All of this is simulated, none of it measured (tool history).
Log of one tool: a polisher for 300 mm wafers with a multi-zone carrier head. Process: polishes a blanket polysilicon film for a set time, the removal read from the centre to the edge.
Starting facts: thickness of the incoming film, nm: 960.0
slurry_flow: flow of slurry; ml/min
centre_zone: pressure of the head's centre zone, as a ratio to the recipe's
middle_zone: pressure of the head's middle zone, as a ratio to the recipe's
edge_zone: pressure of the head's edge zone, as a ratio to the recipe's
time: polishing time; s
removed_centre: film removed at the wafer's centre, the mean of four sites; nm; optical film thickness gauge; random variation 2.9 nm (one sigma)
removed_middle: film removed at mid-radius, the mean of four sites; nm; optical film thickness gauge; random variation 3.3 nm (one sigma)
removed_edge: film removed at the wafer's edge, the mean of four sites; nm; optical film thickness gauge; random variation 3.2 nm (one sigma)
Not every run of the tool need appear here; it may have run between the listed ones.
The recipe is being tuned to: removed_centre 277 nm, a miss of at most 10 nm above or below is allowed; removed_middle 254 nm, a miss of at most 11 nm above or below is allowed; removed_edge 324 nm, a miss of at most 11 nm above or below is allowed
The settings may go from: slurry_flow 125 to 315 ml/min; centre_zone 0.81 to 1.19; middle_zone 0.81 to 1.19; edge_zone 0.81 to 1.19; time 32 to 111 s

| run | hour | slurry_flow | centre_zone | middle_zone | edge_zone | time | removed_centre | removed_middle | removed_edge |
|---|---|---|---|---|---|---|---|---|---|
| 1 | 0 | 205 | 1 | 1 | 1 | 71 | 340.69 | 335.78 | 338.87 |
| 2 | 7.1 | 205 | 1 | 1 | 1 | 61 | 290.46 | 283.43 | 291.09 |
| 3 | 14.2 | 205 | 1 | 1 | 0.92 | 61 | 291.9 | 285.41 | 280.23 |
| 4 | 21.4 | 205 | 1 | 1.08 | 0.92 | 61 | 297.93 | 308.6 | 286.75 |
| 5 | 29.1 | 205 | 1 | 1.08 | 0.92 | 78 | 368.54 | 391.36 | 357.25 |
| 6 | 31.5 | 205 | 1 | 1.15 | 0.92 | 78 | 376.26 | 408.14 | 359.9 |
| 7 | 33.6 | 205 | 1 | 1.15 | 0.92 | 78 | 372.76 | 415.49 | 351.89 |
| 8 | 38.7 | 200 | 0.99 | 1.11 | 0.94 | 77 | 359.84 | 400.81 | 351.06 |
| 9 | 47.4 | 210 | 0.98 | 1.07 | 0.97 | 75 | 348.86 | 375.46 | 353.2 |
| 10 | 55.6 | 210 | 0.98 | 1.07 | 0.97 | 75 | 352.43 | 374.21 | 355.79 |
| 11 | 57.3 | 215 | 0.97 | 1.04 | 0.98 | 73 | 343.8 | 360.1 | 352.16 |
| 12 | 66.2 | 210 | 0.97 | 1.01 | 1 | 72 | 336.55 | 339.65 | 347.03 |
| 13 | 72.3 | 160 | 0.87 | 0.91 | 1.04 | 68 | 265.31 | 281.63 | 323.15 |
| 14 | 77.7 | 160 | 0.88 | 0.9 | 1.04 | 68 | 271.05 | 279.23 | 325.49 |
| 15 | 80.6 | 160 | 0.88 | 0.89 | 1.04 | 68 | 270.74 | 270.54 | 326.15 |
| 16 | 88.8 | 160 | 0.88 | 0.88 | 1.04 | 68 | 280.04 | 275.64 | 320.05 |
| 17 | 92.9 | 155 | 0.88 | 0.87 | 1.05 | 68 | 273.7 | 268.63 | 323.15 |
| 18 | 93.5 | 155 | 0.88 | 0.86 | 1.05 | 68 | 270.91 | 267.39 | 324.45 |

Exactly one of the 4 candidate moves below puts every result within its allowed miss. Which one?
| A | 94.1 | 135 | 0.89 | 0.96 | 1.11 | 68 | ? | ? | ? |
| B | 94.1 | 130 | 0.87 | 0.92 | 1.02 | 70 | ? | ? | ? |
| C | 94.1 | 195 | 0.89 | 0.81 | 1.07 | 65 | ? | ? | ? |
| D | 94.1 | 150 | 0.88 | 0.91 | 1.03 | 68 | ? | ? | ? |

| move | removed_centre | removed_middle | removed_edge |
|---|---|---|---|
| A | 265.14 | 286.18 | 316.55 |
| B | 264.01 | 281.55 | 310.41 |
| C | 275.85 | 256.57 | 314.5 |
| D | 269.87 | 280.79 | 310.73 |
A: the biggest miss grows against the last run
B: the biggest miss grows against the last run
C: hits every target within its allowed miss
D: the biggest miss grows against the last run
C is the move that brings every result within its allowed miss.
